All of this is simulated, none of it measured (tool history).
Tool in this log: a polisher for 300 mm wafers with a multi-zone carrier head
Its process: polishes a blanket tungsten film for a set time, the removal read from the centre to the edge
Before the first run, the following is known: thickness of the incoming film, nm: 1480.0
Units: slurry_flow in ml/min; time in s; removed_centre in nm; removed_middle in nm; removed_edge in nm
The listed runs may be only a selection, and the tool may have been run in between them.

run	hour	slurry_flow	centre_zone	middle_zone	edge_zone	slurry_solids	time	removed_centre	removed_middle	removed_edge
1	0.0	235	1.00	1.00	1.00	1.00	90	386.97	395.22	399.81
2	5.5	245	1.01	1.03	1.01	1.00	90	397.63	414.70	402.84
3	9.2	245	1.01	1.03	1.06	1.00	90	395.92	415.17	419.64
4	15.3	260	1.01	1.05	1.06	1.00	90	404.57	425.08	417.65
5	17.2	270	1.01	1.07	1.07	1.00	90	405.51	430.50	426.15
6	18.6	270	0.94	1.07	1.07	1.00	90	383.89	430.51	422.65
7	24.1	280	0.95	1.09	1.07	1.00	90	387.54	445.28	425.23
# hour 30.4: slurry nozzle cleaned
8	30.4	290	0.96	1.10	1.07	1.00	90	419.66	474.16	437.27
9	31.2	300	0.96	1.10	1.05	0.95	90	417.90	469.15	436.15

Run 10 is up next; what results do you expect?
10	38.5	305	0.96	1.10	1.04	0.95	90	?	?	?

Logged for run 10: removed_centre 417.69 nm, removed_middle 472.16 nm, removed_edge 433.10 nm.
